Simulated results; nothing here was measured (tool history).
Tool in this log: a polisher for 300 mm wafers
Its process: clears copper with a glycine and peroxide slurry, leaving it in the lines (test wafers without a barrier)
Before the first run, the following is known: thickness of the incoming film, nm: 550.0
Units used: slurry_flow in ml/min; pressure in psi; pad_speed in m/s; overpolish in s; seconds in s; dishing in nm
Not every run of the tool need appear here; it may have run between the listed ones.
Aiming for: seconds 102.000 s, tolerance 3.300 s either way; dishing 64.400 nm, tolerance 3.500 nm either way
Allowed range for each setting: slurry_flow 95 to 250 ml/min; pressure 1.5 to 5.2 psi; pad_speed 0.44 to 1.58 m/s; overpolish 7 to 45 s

Run 1, hour 0.0: slurry_flow 160 ml/min, pressure 3.3 psi, pad_speed 1.00 m/s, overpolish 23 s. Result: seconds 71.843 s, dishing 88.019 nm.
Run 2, hour 8.9: slurry_flow 160 ml/min, pressure 3.3 psi, pad_speed 1.16 m/s, overpolish 23 s. Result: seconds 61.959 s, dishing 94.896 nm.
Run 3, hour 13.1: slurry_flow 160 ml/min, pressure 2.7 psi, pad_speed 1.16 m/s, overpolish 23 s. Result: seconds 73.532 s, dishing 85.977 nm.
Run 4, hour 14.0: slurry_flow 160 ml/min, pressure 2.6 psi, pad_speed 1.16 m/s, overpolish 23 s. Result: seconds 76.494 s, dishing 81.942 nm.
Run 5, hour 17.8: slurry_flow 160 ml/min, pressure 2.5 psi, pad_speed 1.16 m/s, overpolish 23 s. Result: seconds 79.499 s, dishing 79.347 nm.
Run 6, hour 21.8: slurry_flow 160 ml/min, pressure 2.4 psi, pad_speed 1.16 m/s, overpolish 23 s. Result: seconds 82.275 s, dishing 79.280 nm.
Run 7, hour 28.5: slurry_flow 160 ml/min, pressure 2.3 psi, pad_speed 1.16 m/s, overpolish 23 s. Result: seconds 85.076 s, dishing 75.261 nm.
Run 8, hour 36.6: slurry_flow 160 ml/min, pressure 2.2 psi, pad_speed 1.16 m/s, overpolish 23 s. Result: seconds 86.951 s, dishing 72.644 nm.
Run 9, hour 41.2: slurry_flow 155 ml/min, pressure 2.1 psi, pad_speed 1.16 m/s, overpolish 23 s. Result: seconds 91.082 s, dishing 73.057 nm.
Run 10, hour 44.7: slurry_flow 150 ml/min, pressure 2.1 psi, pad_speed 1.16 m/s, overpolish 23 s. Result: seconds 92.852 s, dishing 72.740 nm.
Run 11, hour 50.7: slurry_flow 145 ml/min, pressure 2.1 psi, pad_speed 1.16 m/s, overpolish 23 s. Result: seconds 92.282 s, dishing 71.561 nm.
Run 12, hour 56.9: slurry_flow 140 ml/min, pressure 2.1 psi, pad_speed 1.16 m/s, overpolish 23 s. Result: seconds 93.616 s, dishing 71.562 nm.
Run 13, hour 61.9: slurry_flow 135 ml/min, pressure 2.1 psi, pad_speed 1.16 m/s, overpolish 23 s. Result: seconds 93.656 s, dishing 70.841 nm.
Run 14, hour 68.6: slurry_flow 135 ml/min, pressure 2.1 psi, pad_speed 1.16 m/s, overpolish 23 s. Result: seconds 93.887 s, dishing 71.146 nm.
Run 15, hour 69.7: slurry_flow 130 ml/min, pressure 2.1 psi, pad_speed 1.16 m/s, overpolish 23 s. Result: seconds 94.514 s, dishing 70.887 nm.
Run 16, hour 73.0: slurry_flow 130 ml/min, pressure 2.1 psi, pad_speed 1.16 m/s, overpolish 23 s. Result: seconds 93.548 s, dishing 69.126 nm.

Exercise: of the 5 proposed moves below, exactly one satisfies all targets within the stated allowed misses. Which move is it?
Run A, hour 76.3: slurry_flow 130 ml/min, pressure 2.2 psi, pad_speed 1.12 m/s, overpolish 20 s. Result: seconds ?, dishing ?.
Run B, hour 76.3: slurry_flow 180 ml/min, pressure 1.7 psi, pad_speed 1.22 m/s, overpolish 23 s. Result: seconds ?, dishing ?.
Run C, hour 76.3: slurry_flow 145 ml/min, pressure 1.8 psi, pad_speed 1.28 m/s, overpolish 21 s. Result: seconds ?, dishing ?.
Run D, hour 76.3: slurry_flow 120 ml/min, pressure 2.2 psi, pad_speed 1.02 m/s, overpolish 28 s. Result: seconds ?, dishing ?.
Run E, hour 76.3: slurry_flow 105 ml/min, pressure 2.0 psi, pad_speed 1.28 m/s, overpolish 24 s. Result: seconds ?, dishing ?.

move  seconds  dishing
   A   92.573   63.970
   B   99.741   65.465
   C   95.431   63.488
   D  101.670   76.064
   E   94.842   70.456
A: its largest miss is bigger than the last run's
B: in spec on every target
C: gains on the last run, yet a result remains outside its allowed miss
D: brings the last run's worst result on target, with another outside its allowed miss
E: gains on the last run, yet a result remains outside its allowed miss
Go with B: it meets all targets.

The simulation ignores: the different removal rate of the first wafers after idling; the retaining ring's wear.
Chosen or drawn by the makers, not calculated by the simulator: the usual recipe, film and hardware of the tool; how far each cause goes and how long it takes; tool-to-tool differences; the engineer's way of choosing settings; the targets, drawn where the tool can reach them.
